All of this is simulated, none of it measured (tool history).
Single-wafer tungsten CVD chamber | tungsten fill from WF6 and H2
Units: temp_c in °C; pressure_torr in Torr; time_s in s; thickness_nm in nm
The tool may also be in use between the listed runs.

run,hour,temp_c,pressure_torr,time_s,thickness_nm
1,0.0,385,33.0,16.5,40.769
2,6.4,381,33.0,16.5,37.612
3,10.1,381,33.0,16.5,37.670
4,15.1,385,33.1,16.5,41.048
5,17.8,385,38.2,16.5,44.487
6,19.7,387,38.2,16.5,46.374
7,28.6,394,38.4,16.5,53.379
# hour 33.8: thermocouple changed; heater temperature recalibrated
8,33.8,393,38.4,16.5,47.391

Forecast run 9:
9,40.4,395,38.5,16.5,?

{"run 9": {"thickness_nm": 49.3}}

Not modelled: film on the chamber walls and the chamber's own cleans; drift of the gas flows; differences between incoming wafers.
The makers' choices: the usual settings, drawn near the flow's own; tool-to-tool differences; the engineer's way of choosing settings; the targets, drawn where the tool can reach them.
